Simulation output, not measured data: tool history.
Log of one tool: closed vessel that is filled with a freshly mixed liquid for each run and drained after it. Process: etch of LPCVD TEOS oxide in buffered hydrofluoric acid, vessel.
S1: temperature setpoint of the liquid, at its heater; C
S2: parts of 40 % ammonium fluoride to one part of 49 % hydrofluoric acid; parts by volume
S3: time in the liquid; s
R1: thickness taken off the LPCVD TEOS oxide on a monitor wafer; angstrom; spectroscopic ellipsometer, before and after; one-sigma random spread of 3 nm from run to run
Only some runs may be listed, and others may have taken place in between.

run	day	S1	S2	S3	R1
1	0	24	17	105	1716.9
2	0.208	24	17	115	1858.4
3	0.321	25.5	15.5	115	2251
4	0.604	23	15.5	115	1946
5	0.754	25	14.5	115	2344.9
6	1.033	25	14.5	105	2141.1

Run 7 has not been measured yet. What should we expect?
7	1.112	25	14.5	105	?

{"run 7": {"R1": 2117.7}}
